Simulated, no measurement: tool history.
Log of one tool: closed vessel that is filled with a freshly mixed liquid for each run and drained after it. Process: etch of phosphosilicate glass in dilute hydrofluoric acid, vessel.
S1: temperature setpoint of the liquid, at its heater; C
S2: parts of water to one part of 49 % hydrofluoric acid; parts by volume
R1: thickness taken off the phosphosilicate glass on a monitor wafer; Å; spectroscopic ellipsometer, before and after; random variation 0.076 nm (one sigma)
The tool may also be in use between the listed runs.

{"run": 1, "hour": 0.0, "S1": 22, "S2": 195, "time in the liquid (s)": 30, "R1": 122.23}
{"run": 2, "hour": 7.8, "S1": 25, "S2": 195, "time in the liquid (s)": 30, "R1": 137.4}
{"run": 3, "hour": 8.5, "S1": 26.5, "S2": 195, "time in the liquid (s)": 30, "R1": 143.75}
{"run": 4, "hour": 13.6, "S1": 27, "S2": 180, "time in the liquid (s)": 30, "R1": 162.43}
{"run": 5, "hour": 18.9, "S1": 27, "S2": 230, "time in the liquid (s)": 30, "R1": 119.67}
{"run": 6, "hour": 24.6, "S1": 27.5, "S2": 210, "time in the liquid (s)": 30, "R1": 136.37}

The next listed run, before its measurement:
{"run": 7, "hour": 33.0, "S1": 28, "S2": 190, "time in the liquid (s)": 30, "R1": "?"}

R1: 157.67 Å

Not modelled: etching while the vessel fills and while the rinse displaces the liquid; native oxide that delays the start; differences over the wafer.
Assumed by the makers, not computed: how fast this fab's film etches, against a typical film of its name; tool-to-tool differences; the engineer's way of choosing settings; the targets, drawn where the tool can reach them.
